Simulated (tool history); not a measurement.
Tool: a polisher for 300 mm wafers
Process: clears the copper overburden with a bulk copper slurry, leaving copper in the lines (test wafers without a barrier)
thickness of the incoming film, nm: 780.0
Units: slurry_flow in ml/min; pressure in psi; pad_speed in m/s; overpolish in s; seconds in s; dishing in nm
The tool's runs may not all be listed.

| run | hour | slurry_flow | pressure | pad_speed | slurry_solids | overpolish | seconds | dishing |
|---|---|---|---|---|---|---|---|---|
| 1 | 0.0 | 240 | 1.9 | 1.36 | 1.0 | 24 | 85.155 | 58.625 |
| 2 | 1.9 | 240 | 1.4 | 1.36 | 1.0 | 24 | 108.110 | 51.461 |
| 3 | 6.9 | 295 | 1.4 | 1.36 | 1.0 | 24 | 109.340 | 50.274 |
| 4 | 9.5 | 295 | 1.4 | 1.10 | 1.0 | 24 | 125.660 | 51.646 |
| 5 | 14.3 | 295 | 1.5 | 1.16 | 1.0 | 23 | 114.450 | 51.764 |
| 6 | 22.3 | 295 | 1.6 | 1.20 | 1.0 | 22 | 105.480 | 53.463 |
| 7 | 26.4 | 295 | 1.7 | 1.24 | 1.0 | 21 | 95.456 | 51.832 |
| 8 | 34.2 | 295 | 1.8 | 1.24 | 1.0 | 21 | 92.234 | 53.396 |
| 9 | 35.6 | 295 | 1.8 | 1.24 | 1.0 | 21 | 95.511 | 55.518 |
| 10 | 42.5 | 295 | 1.9 | 1.28 | 1.0 | 20 | 83.500 | 53.748 |
| 11 | 51.1 | 300 | 2.5 | 1.30 | 1.0 | 30 | 64.695 | 61.810 |
| 12 | 58.4 | 305 | 2.5 | 1.30 | 1.0 | 29 | 62.195 | 60.434 |
| 13 | 65.9 | 310 | 2.5 | 1.30 | 1.0 | 28 | 64.019 | 63.293 |

Run 14 comes next. What will it give?
| 14 | 69.1 | 310 | 2.5 | 1.32 | 1.0 | 26 | ? | ? |

seconds: 62.423 s
dishing: 61.625 nm
